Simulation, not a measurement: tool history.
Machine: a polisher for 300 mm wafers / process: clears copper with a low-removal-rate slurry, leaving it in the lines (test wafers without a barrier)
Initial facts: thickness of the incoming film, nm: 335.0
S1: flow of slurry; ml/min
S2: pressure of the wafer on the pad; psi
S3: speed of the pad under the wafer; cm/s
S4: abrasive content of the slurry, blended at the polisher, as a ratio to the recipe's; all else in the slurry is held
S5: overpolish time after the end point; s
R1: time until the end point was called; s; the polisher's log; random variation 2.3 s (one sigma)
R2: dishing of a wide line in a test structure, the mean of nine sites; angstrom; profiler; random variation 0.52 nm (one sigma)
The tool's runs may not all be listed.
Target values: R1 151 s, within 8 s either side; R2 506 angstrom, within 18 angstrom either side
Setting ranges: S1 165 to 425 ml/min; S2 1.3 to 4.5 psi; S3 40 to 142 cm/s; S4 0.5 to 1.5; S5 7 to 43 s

run	hour	S1	S2	S3	S4	S5	R1	R2
1	0	275	2.9	90	1	22	151.21	334.5
2	8.6	275	2.9	90	0.9	22	159.87	322.38
3	15.4	275	3.5	90	0.9	22	132.32	377.19
4	24.4	275	3	90	0.9	22	148.35	327.52
5	32.7	275	3	90	1.1	22	144.73	346.65
6	33.4	275	3	90	1.1	25	140.56	377.4
7	34.7	265	3	90	1.05	28	147.75	411.13
8	35.4	240	3.1	90	1	35	144.92	482.72

Which one of the following 4 next-run settings gets every result inside its allowed miss? There is exactly one.
A	36.1	245	2.8	100	0.85	34	?	?
B	36.1	285	2.9	102	1	32	?	?
C	36.1	255	3.1	76	1.1	36	?	?
D	36.1	245	3	88	1.1	38	?	?

move	R1	R2
A	150.41	459.5
B	135.25	476.03
C	160.89	460.52
D	147.63	506.07
A: misses by more than the last run did
B: misses by more than the last run did
C: misses by more than the last run did
D: in spec on every target
The move that meets every target is D.

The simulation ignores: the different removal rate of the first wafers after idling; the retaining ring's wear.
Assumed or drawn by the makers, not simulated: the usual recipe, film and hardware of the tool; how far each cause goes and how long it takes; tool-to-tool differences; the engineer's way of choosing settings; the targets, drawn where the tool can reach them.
